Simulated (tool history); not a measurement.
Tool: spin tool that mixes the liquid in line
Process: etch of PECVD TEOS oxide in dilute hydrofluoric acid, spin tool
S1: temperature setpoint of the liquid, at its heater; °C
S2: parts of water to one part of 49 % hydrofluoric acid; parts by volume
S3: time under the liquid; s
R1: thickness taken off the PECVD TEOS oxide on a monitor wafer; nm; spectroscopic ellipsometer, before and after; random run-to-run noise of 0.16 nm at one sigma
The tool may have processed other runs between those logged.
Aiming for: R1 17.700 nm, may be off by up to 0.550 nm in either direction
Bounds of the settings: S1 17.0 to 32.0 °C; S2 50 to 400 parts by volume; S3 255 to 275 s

| run | hour | S1 | S2 | S3 | R1 |
|---|---|---|---|---|---|
| 1 | 0.0 | 24.0 | 225 | 255 | 14.144 |
| 2 | 2.1 | 25.5 | 225 | 255 | 15.121 |
| 3 | 8.9 | 25.5 | 225 | 255 | 15.023 |
| 4 | 12.7 | 25.5 | 175 | 255 | 20.373 |
| 5 | 21.4 | 25.5 | 110 | 255 | 34.487 |
|  | 27.3 | thermometer replaced |
| 6 | 27.3 | 25.5 | 110 | 255 | 37.052 |
| 7 | 30.2 | 23.5 | 125 | 255 | 29.719 |
| 8 | 39.0 | 22.0 | 140 | 255 | 24.916 |
| 9 | 40.6 | 21.0 | 145 | 255 | 23.074 |
| 10 | 46.2 | 20.0 | 150 | 255 | 21.368 |
| 11 | 47.6 | 19.5 | 155 | 255 | 20.037 |

Pick the move, out of 5, that brings all results within their allowed miss; only one does.
| A | 49.0 | 18.5 | 150 | 275 | ? |
| B | 49.0 | 20.5 | 180 | 260 | ? |
| C | 49.0 | 21.0 | 160 | 275 | ? |
| D | 49.0 | 17.0 | 130 | 260 | ? |
| E | 49.0 | 19.5 | 180 | 255 | ? |

| move | R1 |
|---|---|
| A | 21.567 |
| B | 17.845 |
| C | 22.105 |
| D | 22.574 |
| E | 16.831 |
A: further off than the last run
B: each result inside its tolerance
C: further off than the last run
D: further off than the last run
E: takes the result that was furthest off past its target
Correct choice: B, which meets every target
